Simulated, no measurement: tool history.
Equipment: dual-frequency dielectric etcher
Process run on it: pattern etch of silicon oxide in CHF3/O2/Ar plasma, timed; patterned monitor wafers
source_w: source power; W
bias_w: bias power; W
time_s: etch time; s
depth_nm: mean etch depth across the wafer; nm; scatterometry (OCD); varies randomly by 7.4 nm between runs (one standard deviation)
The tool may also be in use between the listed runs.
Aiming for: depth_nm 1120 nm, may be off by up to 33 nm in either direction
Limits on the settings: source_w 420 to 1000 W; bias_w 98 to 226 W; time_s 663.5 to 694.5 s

run 1 hour=0 | source_w=710 bias_w=162 time_s=663.5 | depth_nm=1278.7
run 2 hour=5.1 | source_w=660 bias_w=157 time_s=663.5 | depth_nm=1222.1
run 3 hour=11.8 | source_w=660 bias_w=142 time_s=663.5 | depth_nm=1185
run 4 hour=13.1 | source_w=660 bias_w=142 time_s=694.5 | depth_nm=1232.9
run 5 hour=16.2 | source_w=630 bias_w=140 time_s=693.5 | depth_nm=1219.5
run 6 hour=18.3 | source_w=630 bias_w=140 time_s=694.5 | depth_nm=1213.6
run 7 hour=26.1 | source_w=600 bias_w=138 time_s=693.5 | depth_nm=1184.6
run 8 hour=27.6 | source_w=580 bias_w=137 time_s=693 | depth_nm=1163.1
run 9 hour=30.2 | source_w=570 bias_w=136 time_s=692.5 | depth_nm=1151.8

Consider the 4 candidate settings below. Which is the only one whose results all fall within their allowed miss of target?
run A hour=32.8 | source_w=690 bias_w=124 time_s=694.5 | depth_nm=?
run B hour=32.8 | source_w=570 bias_w=145 time_s=663.5 | depth_nm=?
run C hour=32.8 | source_w=590 bias_w=145 time_s=694.5 | depth_nm=?
run D hour=32.8 | source_w=610 bias_w=136 time_s=694.5 | depth_nm=?

move=A depth_nm=1219.1
move=B depth_nm=1131.6
move=C depth_nm=1200
move=D depth_nm=1193.2
A: its largest miss is bigger than the last run's
B: in spec on every target
C: its largest miss is bigger than the last run's
D: its largest miss is bigger than the last run's
The move that meets every target is B.

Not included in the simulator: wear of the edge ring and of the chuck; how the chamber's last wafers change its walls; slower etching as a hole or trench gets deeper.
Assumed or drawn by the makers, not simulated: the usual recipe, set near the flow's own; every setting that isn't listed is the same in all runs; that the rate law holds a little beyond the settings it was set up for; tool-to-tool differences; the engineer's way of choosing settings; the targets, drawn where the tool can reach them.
